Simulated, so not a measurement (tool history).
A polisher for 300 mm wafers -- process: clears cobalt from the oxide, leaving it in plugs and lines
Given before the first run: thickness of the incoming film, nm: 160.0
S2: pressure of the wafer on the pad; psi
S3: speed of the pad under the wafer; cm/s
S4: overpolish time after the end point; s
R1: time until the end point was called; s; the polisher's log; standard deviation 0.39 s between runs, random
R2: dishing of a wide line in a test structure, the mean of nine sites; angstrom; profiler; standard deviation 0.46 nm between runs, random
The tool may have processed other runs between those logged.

{"run": 1, "hour": 0.0, "flow of slurry (ml/min)": 155, "S2": 2.4, "S3": 80, "S4": 18, "R1": 38.233, "R2": 519.02}
{"run": 2, "hour": 1.2, "flow of slurry (ml/min)": 155, "S2": 2.4, "S3": 100, "S4": 18, "R1": 30.568, "R2": 577.95}
{"run": 3, "hour": 2.8, "flow of slurry (ml/min)": 145, "S2": 2.2, "S3": 102, "S4": 16, "R1": 32.11, "R2": 535.16}
{"run": 4, "hour": 6.8, "flow of slurry (ml/min)": 130, "S2": 2.2, "S3": 102, "S4": 16, "R1": 32.491, "R2": 505.83}
{"run": 5, "hour": 15.6, "flow of slurry (ml/min)": 155, "S2": 2.2, "S3": 102, "S4": 16, "R1": 31.763, "R2": 547.33}
{"run": 6, "hour": 22.9, "flow of slurry (ml/min)": 155, "S2": 2.2, "S3": 122, "S4": 16, "R1": 26.887, "R2": 584.56}

Estimate the outcome of run 7 from the log above:
{"run": 7, "hour": 27.4, "flow of slurry (ml/min)": 145, "S2": 2.1, "S3": 118, "S4": 14, "R1": "?", "R2": "?"}

{"run 7": {"R1": 28.985, "R2": 524.37}}
